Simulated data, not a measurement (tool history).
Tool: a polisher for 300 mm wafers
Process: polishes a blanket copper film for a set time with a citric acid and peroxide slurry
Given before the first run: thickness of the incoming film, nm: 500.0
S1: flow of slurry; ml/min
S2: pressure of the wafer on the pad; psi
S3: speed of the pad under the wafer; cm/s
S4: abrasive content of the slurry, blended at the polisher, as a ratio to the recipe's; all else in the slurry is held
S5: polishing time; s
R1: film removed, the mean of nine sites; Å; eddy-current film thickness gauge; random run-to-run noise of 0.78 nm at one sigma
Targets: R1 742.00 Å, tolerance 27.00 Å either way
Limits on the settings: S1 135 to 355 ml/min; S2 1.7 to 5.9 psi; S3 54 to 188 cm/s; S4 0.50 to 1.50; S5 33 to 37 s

run    day   S1   S2   S3    S4  S5       R1
  1  0.000  225  3.8  120  1.00  37  1203.70
  2  0.083  225  3.5  120  1.00  37  1136.60
  3  0.312  205  3.5  120  1.00  37  1127.40
  4  0.467  205  3.9  120  1.00  37  1231.70
  5  0.596  205  3.5  120  1.00  37  1133.70
  6  0.812  205  3.2  118  1.00  37  1022.30
  7  1.071  205  3.0  118  1.00  37   968.96
  8  1.367  205  2.8  118  1.00  37   944.32
  9  1.554  205  2.6  118  1.00  37   867.86
 10  1.617  205  2.5  118  1.00  37   843.96
 11  1.742  205  2.4  118  1.00  37   833.06

Which single option among these 5 for the next run brings every result within its allowed miss of target? Just one does.
  A  1.867  220  2.5  120  1.05  34   ?
  B  1.867  195  2.7  112  1.00  35   ?
  C  1.867  260  2.0  128  1.00  37   ?
  D  1.867  295  2.3  128  1.05  33   ?
  E  1.867  190  2.2  126  0.95  34   ?

move      R1
   A  822.98
   B  814.06
   C  820.75
   D  826.83
   E  752.02
A: nearer than the last run, and not there yet
B: nearer than the last run, and not there yet
C: nearer than the last run, and not there yet
D: nearer than the last run, and not there yet
E: hits every target within its allowed miss
E is the move that brings every result within its allowed miss.
